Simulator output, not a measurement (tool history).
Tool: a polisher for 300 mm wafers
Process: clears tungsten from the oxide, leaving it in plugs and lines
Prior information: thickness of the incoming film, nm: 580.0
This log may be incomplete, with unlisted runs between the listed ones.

run,hour,flow of slurry (ml/min),pressure of the wafer on the pad (kPa),speed of the pad under the wafer (m/s),abrasive content of the slurry,overpolish time after the end point (s),time until the end point was called (s)
1,0.0,250,29.6,1.14,1.0,8,100.330
2,6.2,250,29.6,1.14,1.0,8,98.341
3,8.1,250,26.9,1.14,1.0,8,107.810
4,11.4,250,26.9,1.14,1.0,6,108.860
5,18.2,250,31.7,1.14,1.0,6,93.562
6,21.1,250,27.6,1.14,1.0,6,107.420
7,24.3,250,25.5,1.14,1.0,6,112.940
8,29.7,240,17.2,1.12,1.0,6,169.440
9,32.8,250,17.2,1.12,1.0,6,169.340
10,39.2,255,20.0,1.12,1.0,6,147.080
11,41.1,250,20.0,1.12,1.0,6,149.240

The next listed run, before its measurement:
# hour 43.9: slurry nozzle cleaned
12,43.9,250,20.0,1.12,1.0,6,?

time until the end point was called (s): 142.690
